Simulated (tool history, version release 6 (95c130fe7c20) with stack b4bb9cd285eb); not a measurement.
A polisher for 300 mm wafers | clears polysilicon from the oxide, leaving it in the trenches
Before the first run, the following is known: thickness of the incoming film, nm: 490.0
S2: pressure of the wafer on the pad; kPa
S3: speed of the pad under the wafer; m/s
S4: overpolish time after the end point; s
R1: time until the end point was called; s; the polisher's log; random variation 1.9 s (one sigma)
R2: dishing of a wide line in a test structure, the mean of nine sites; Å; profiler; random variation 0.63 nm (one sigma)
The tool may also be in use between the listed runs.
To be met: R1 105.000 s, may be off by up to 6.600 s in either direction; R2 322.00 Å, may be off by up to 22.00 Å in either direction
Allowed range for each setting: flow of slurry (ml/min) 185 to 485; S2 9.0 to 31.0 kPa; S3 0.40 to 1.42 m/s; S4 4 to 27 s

Run 1, day 0.000: flow of slurry (ml/min) 310, S2 20.0 kPa, S3 0.90 m/s, S4 14 s. Result: R1 47.241 s, R2 531.51 Å.
Run 2, day 0.267: flow of slurry (ml/min) 310, S2 17.2 kPa, S3 0.82 m/s, S4 11 s. Result: R1 58.246 s, R2 440.56 Å.
Run 3, day 0.392: flow of slurry (ml/min) 375, S2 17.2 kPa, S3 0.82 m/s, S4 11 s. Result: R1 57.928 s, R2 437.63 Å.
Run 4, day 0.492: flow of slurry (ml/min) 305, S2 17.2 kPa, S3 0.82 m/s, S4 11 s. Result: R1 61.422 s, R2 438.33 Å.
Run 5, day 0.562: flow of slurry (ml/min) 305, S2 15.2 kPa, S3 0.80 m/s, S4 10 s. Result: R1 68.661 s, R2 379.92 Å.
Run 6, day 0.671: flow of slurry (ml/min) 305, S2 15.2 kPa, S3 0.70 m/s, S4 10 s. Result: R1 79.596 s, R2 367.37 Å.
Run 7, day 0.742: flow of slurry (ml/min) 305, S2 9.7 kPa, S3 0.66 m/s, S4 6 s. Result: R1 124.840 s, R2 178.23 Å.
Run 8, day 0.888: flow of slurry (ml/min) 300, S2 11.0 kPa, S3 0.62 m/s, S4 8 s. Result: R1 113.690 s, R2 238.71 Å.
Run 9, day 1.179: flow of slurry (ml/min) 295, S2 14.5 kPa, S3 0.48 m/s, S4 10 s. Result: R1 117.200 s, R2 287.58 Å.
Run 10, day 1.412: flow of slurry (ml/min) 295, S2 15.2 kPa, S3 0.48 m/s, S4 10 s. Result: R1 111.750 s, R2 283.86 Å.

4 candidate next runs follow, results not yet known. Just one meets every target within its allowed miss. Identify it.
Run A, day 1.646: flow of slurry (ml/min) 395, S2 20.0 kPa, S3 0.40 m/s, S4 14 s. Result: R1 ?, R2 ?.
Run B, day 1.646: flow of slurry (ml/min) 295, S2 14.5 kPa, S3 0.46 m/s, S4 13 s. Result: R1 ?, R2 ?.
Run C, day 1.646: flow of slurry (ml/min) 320, S2 15.9 kPa, S3 0.42 m/s, S4 14 s. Result: R1 ?, R2 ?.
Run D, day 1.646: flow of slurry (ml/min) 335, S2 16.5 kPa, S3 0.46 m/s, S4 11 s. Result: R1 ?, R2 ?.

move       R1      R2
   A  100.970  378.65
   B  120.850  325.46
   C  120.670  341.22
   D  106.280  317.47
A: the result that was furthest off in the last run now lies on the other side of its target
B: brings the result that was furthest off to its target, and leaves another outside
C: brings the result that was furthest off to its target, and leaves another outside
D: hits every target within its allowed miss
The right move is D.
